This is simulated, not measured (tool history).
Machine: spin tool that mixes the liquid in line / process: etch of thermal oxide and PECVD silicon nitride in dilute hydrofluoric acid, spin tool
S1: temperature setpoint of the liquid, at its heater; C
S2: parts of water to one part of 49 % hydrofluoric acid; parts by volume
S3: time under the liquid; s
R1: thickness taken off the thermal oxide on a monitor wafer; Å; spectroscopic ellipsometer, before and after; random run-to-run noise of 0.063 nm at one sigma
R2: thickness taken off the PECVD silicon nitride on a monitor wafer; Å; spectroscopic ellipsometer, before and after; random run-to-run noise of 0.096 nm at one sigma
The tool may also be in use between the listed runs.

run 1 hour=0.0 | S1=23.0 S2=65 S3=65 | R1=42.579 R2=14.865
run 2 hour=4.3 | S1=24.0 S2=60 S3=65 | R1=48.273 R2=16.717
run 3 hour=12.7 | S1=25.0 S2=55 S3=65 | R1=55.077 R2=19.540
run 4 hour=21.0 | S1=25.0 S2=70 S3=65 | R1=42.784 R2=15.637
run 5 hour=21.5 | S1=25.5 S2=65 S3=65 | R1=46.973 R2=17.188
run 6 hour=24.4 | S1=23.0 S2=65 S3=65 | R1=42.186 R2=14.261

Expected results for the next run?
run 7 hour=25.4 | S1=24.0 S2=60 S3=65 | R1=? R2=?

{"run 7": {"R1": 47.974, "R2": 17.041}}
